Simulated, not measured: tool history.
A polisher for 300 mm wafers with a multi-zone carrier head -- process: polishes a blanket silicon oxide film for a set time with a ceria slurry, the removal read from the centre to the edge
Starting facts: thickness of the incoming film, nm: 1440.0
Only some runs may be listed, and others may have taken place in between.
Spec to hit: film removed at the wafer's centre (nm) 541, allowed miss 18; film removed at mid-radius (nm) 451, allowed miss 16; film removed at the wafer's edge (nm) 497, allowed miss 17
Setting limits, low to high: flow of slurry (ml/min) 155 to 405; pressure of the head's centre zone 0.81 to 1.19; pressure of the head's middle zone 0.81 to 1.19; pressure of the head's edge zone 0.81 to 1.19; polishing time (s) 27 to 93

run,hour,flow of slurry (ml/min),pressure of the head's centre zone,pressure of the head's middle zone,pressure of the head's edge zone,polishing time (s),film removed at the wafer's centre (nm),film removed at mid-radius (nm),film removed at the wafer's edge (nm)
1,0,260,1,1,1,59,456.68,449.86,455.01
2,3,220,1,1,1,59,448.49,440.79,457.74
3,4.5,225,1.04,0.99,1.03,60,473.42,448.62,471.06
4,11.4,175,1.04,0.99,1.03,60,466.43,432.4,457.05
5,20.1,195,1.08,0.98,1.05,61,497.77,440.12,474.97
6,25.8,195,1.08,1.06,1.05,61,488.5,484.87,474.95
7,33.5,195,1.1,1.03,1.07,61,496.09,467.87,472.02
8,40.1,195,1.11,1.01,1.08,62,511.44,474.51,480.66
9,48.7,190,1.11,0.98,1.08,63,515.24,467.88,491.41

5 next moves are on the table. One of them brings every result within its allowed miss. Which?
A,57.3,170,1.05,1.03,1.12,64,?,?,?
B,57.3,240,1.19,1.09,1.08,62,?,?,?
C,57.3,155,1.11,0.92,1.01,67,?,?,?
D,57.3,215,1.06,1.05,1.15,61,?,?,?
E,57.3,175,1.09,1.08,1.13,61,?,?,?

move,film removed at the wafer's centre (nm),film removed at mid-radius (nm),film removed at the wafer's edge (nm)
A,504.43,488.33,494.66
B,571.36,514.22,483.35
C,548.85,459.93,490.43
D,498.88,485.07,486.33
E,499.66,486.08,474.3
A: misses by more than the last run did
B: moves the result that the last run missed by most past its target, out the other side
C: all results in spec
D: misses by more than the last run did
E: misses by more than the last run did
Go with C: it meets all targets.
